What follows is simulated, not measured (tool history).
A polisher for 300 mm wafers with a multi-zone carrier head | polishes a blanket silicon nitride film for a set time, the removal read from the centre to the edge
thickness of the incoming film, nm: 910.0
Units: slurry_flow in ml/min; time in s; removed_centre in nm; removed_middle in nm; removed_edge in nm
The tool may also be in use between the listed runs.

run 1 hour=0.0 | slurry_flow=265 centre_zone=1.00 middle_zone=1.00 edge_zone=1.00 time=45 | removed_centre=61.062 removed_middle=60.752 removed_edge=63.691
run 2 hour=8.5 | slurry_flow=265 centre_zone=1.00 middle_zone=1.00 edge_zone=1.00 time=41 | removed_centre=55.506 removed_middle=55.619 removed_edge=56.654
run 3 hour=15.2 | slurry_flow=300 centre_zone=1.00 middle_zone=1.00 edge_zone=1.00 time=41 | removed_centre=55.657 removed_middle=57.722 removed_edge=55.223
run 4 hour=20.2 | slurry_flow=300 centre_zone=1.00 middle_zone=1.00 edge_zone=1.00 time=47 | removed_centre=64.999 removed_middle=64.672 removed_edge=65.752
run 5 hour=28.1 | slurry_flow=300 centre_zone=1.00 middle_zone=1.00 edge_zone=1.00 time=38 | removed_centre=51.678 removed_middle=54.556 removed_edge=53.162
run 6 hour=34.9 | slurry_flow=300 centre_zone=0.92 middle_zone=1.00 edge_zone=1.00 time=38 | removed_centre=48.729 removed_middle=52.758 removed_edge=51.647
run 7 hour=38.6 | slurry_flow=290 centre_zone=0.92 middle_zone=0.99 edge_zone=1.01 time=38 | removed_centre=48.189 removed_middle=52.461 removed_edge=52.939
run 8 hour=45.6 | slurry_flow=285 centre_zone=0.92 middle_zone=0.98 edge_zone=1.01 time=38 | removed_centre=48.687 removed_middle=50.791 removed_edge=52.956

Forecast run 9:
run 9 hour=50.5 | slurry_flow=280 centre_zone=0.92 middle_zone=0.98 edge_zone=1.02 time=38 | removed_centre=? removed_middle=? removed_edge=?

Run 9 gave removed_centre 48.496 nm, removed_middle 50.951 nm, removed_edge 52.939 nm.
